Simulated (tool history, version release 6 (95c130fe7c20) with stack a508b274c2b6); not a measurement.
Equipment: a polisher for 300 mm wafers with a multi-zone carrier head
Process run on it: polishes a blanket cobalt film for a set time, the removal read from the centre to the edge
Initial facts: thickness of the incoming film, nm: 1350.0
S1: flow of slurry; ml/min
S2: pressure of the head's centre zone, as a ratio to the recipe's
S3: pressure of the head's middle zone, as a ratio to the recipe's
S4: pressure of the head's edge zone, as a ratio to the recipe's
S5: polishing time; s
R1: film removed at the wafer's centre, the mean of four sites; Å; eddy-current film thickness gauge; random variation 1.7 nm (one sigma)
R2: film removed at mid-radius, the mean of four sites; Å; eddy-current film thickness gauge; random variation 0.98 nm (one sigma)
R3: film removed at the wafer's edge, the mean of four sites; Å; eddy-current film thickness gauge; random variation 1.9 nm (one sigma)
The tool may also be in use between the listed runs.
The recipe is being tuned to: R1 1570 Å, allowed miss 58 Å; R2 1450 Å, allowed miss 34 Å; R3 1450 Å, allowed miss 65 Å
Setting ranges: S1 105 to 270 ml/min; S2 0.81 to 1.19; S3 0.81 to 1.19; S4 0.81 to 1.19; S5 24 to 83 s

run,hour,S1,S2,S3,S4,S5,R1,R2,R3
1,0,175,1,1,1,53,2420.8,2462.2,2403.7
2,6.3,170,1,0.98,0.97,49,2209.6,2197.2,2173.5
3,6.9,170,1,1.04,0.97,49,2254.7,2312.6,2184
4,12.6,155,1,1.04,0.97,49,2182.1,2291.4,2113.9
5,15,185,1,1.04,0.97,49,2255,2365.5,2217.8
6,22.6,185,1,1.04,0.97,58,2682.4,2781.4,2598.1
7,24.5,170,1,1.01,0.94,53,2453.4,2466,2345.3
8,33,160,1.01,1,0.94,48,2162.7,2198.4,2102.3
9,41,150,1.03,0.98,0.92,45,2052.2,1985.1,1896.6
10,42.2,145,1.03,0.96,0.91,43,1965.2,1852.5,1836
11,49,140,1.03,0.95,0.9,41,1879.4,1745.7,1723.5
12,54.1,135,1.02,0.94,0.89,40,1758.7,1681.4,1642.4
13,61.1,130,1.02,0.92,0.87,40,1753.6,1644.4,1667.5
14,64.7,130,1.02,0.92,0.86,39,1728.5,1596.7,1619.9
15,66.4,125,1.02,0.92,0.85,38,1706.9,1544.2,1537.4
16,69,120,1.01,0.92,0.84,38,1657.2,1533.5,1517.5
17,72.2,110,0.99,0.89,0.81,36,1492.5,1402.5,1430.5
18,81.2,115,0.99,0.89,0.81,36,1492.8,1411.9,1393.2
19,84,120,0.99,0.89,0.82,36,1501.2,1421.7,1430.2

Of the 4 settings listed for the next run, only one would bring every result within its allowed miss of target. Which one?
A,86.8,145,0.89,0.85,0.9,36,?,?,?
B,86.8,105,0.96,1.01,0.87,34,?,?,?
C,86.8,120,1.02,0.91,0.82,36,?,?,?
D,86.8,140,1,0.94,0.94,33,?,?,?

move,R1,R2,R3
A,1402.7,1411.8,1551.4
B,1341.5,1453.3,1384.3
C,1552.3,1445.4,1458
D,1437.7,1397.8,1441.1
A: the biggest miss grows against the last run
B: the biggest miss grows against the last run
C: in spec on every target
D: the biggest miss grows against the last run
Move C is the one to make.

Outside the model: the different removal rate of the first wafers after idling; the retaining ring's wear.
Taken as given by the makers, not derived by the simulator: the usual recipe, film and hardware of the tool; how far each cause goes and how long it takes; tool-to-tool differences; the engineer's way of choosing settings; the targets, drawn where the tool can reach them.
